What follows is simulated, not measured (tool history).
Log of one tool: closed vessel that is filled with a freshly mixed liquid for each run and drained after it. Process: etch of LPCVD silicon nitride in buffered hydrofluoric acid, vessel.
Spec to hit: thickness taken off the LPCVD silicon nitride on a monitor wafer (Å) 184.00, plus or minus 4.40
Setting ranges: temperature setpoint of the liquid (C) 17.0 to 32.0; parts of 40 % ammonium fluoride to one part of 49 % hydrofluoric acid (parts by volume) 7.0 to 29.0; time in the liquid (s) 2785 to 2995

| run | hour | temperature setpoint of the liquid (C) | parts of 40 % ammonium fluoride to one part of 49 % hydrofluoric acid (parts by volume) | time in the liquid (s) | thickness taken off the LPCVD silicon nitride on a monitor wafer (Å) |
|---|---|---|---|---|---|
| 1 | 0.0 | 25.0 | 18.0 | 2785 | 246.40 |
| 2 | 7.7 | 23.5 | 18.0 | 2785 | 227.97 |
| 3 | 13.2 | 23.5 | 16.0 | 2785 | 258.93 |
| 4 | 17.7 | 23.5 | 20.5 | 2785 | 204.05 |
| 5 | 23.8 | 23.5 | 17.5 | 2785 | 237.33 |
| 6 | 29.3 | 23.5 | 17.5 | 2785 | 236.32 |
| 7 | 35.2 | 22.0 | 17.5 | 2785 | 217.36 |
| 8 | 39.7 | 18.5 | 17.5 | 2785 | 178.88 |

Of the 5 settings listed for the next run, only one would bring every result within its allowed miss of target. Which one?
| A | 44.2 | 19.5 | 20.0 | 2865 | ? |
| B | 44.2 | 19.0 | 20.5 | 2940 | ? |
| C | 44.2 | 18.0 | 16.5 | 2815 | ? |
| D | 44.2 | 17.0 | 17.0 | 2925 | ? |
| E | 44.2 | 21.0 | 20.5 | 2785 | ? |

| move | thickness taken off the LPCVD silicon nitride on a monitor wafer (Å) |
|---|---|
| A | 170.95 |
| B | 167.66 |
| C | 186.58 |
| D | 177.81 |
| E | 177.70 |
A: lands further from the targets than the last run did
B: lands further from the targets than the last run did
C: all results land within tolerance of their targets
D: lands further from the targets than the last run did
E: lands further from the targets than the last run did
C is the move that brings every result within its allowed miss.

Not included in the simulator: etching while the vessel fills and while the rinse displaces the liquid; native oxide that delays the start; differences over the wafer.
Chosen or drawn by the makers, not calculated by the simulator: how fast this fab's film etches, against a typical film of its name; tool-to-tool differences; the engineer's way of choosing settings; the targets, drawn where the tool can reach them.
